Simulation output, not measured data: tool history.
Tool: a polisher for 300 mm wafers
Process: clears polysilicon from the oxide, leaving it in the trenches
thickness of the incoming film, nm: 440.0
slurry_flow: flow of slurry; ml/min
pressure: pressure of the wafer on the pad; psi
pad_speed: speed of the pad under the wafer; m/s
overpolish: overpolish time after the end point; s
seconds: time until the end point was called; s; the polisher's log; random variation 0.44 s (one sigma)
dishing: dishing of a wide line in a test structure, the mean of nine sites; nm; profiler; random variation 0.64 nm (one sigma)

{"run": 1, "hour": 0.0, "slurry_flow": 255, "pressure": 2.6, "pad_speed": 1.22, "overpolish": 16, "seconds": 31.991, "dishing": 40.48}
{"run": 2, "hour": 8.4, "slurry_flow": 255, "pressure": 2.4, "pad_speed": 1.22, "overpolish": 14, "seconds": 34.388, "dishing": 39.895}
{"run": 3, "hour": 13.0, "slurry_flow": 255, "pressure": 2.4, "pad_speed": 1.08, "overpolish": 14, "seconds": 38.688, "dishing": 38.143}
{"run": 4, "hour": 20.0, "slurry_flow": 255, "pressure": 1.9, "pad_speed": 1.08, "overpolish": 14, "seconds": 48.221, "dishing": 38.522}
{"run": 5, "hour": 27.0, "slurry_flow": 255, "pressure": 2.4, "pad_speed": 1.08, "overpolish": 14, "seconds": 38.962, "dishing": 39.749}
{"run": 6, "hour": 32.8, "slurry_flow": 255, "pressure": 2.3, "pad_speed": 1.08, "overpolish": 12, "seconds": 40.37, "dishing": 37.332}
{"run": 7, "hour": 39.1, "slurry_flow": 245, "pressure": 1.6, "pad_speed": 1.06, "overpolish": 14, "seconds": 57.774, "dishing": 38.361}

Forecast run 8:
{"run": 8, "hour": 42.8, "slurry_flow": 285, "pressure": 1.8, "pad_speed": 1.04, "overpolish": 6, "seconds": "?", "dishing": "?"}

Run 8 gave seconds 50.661 s, dishing 29.062 nm.
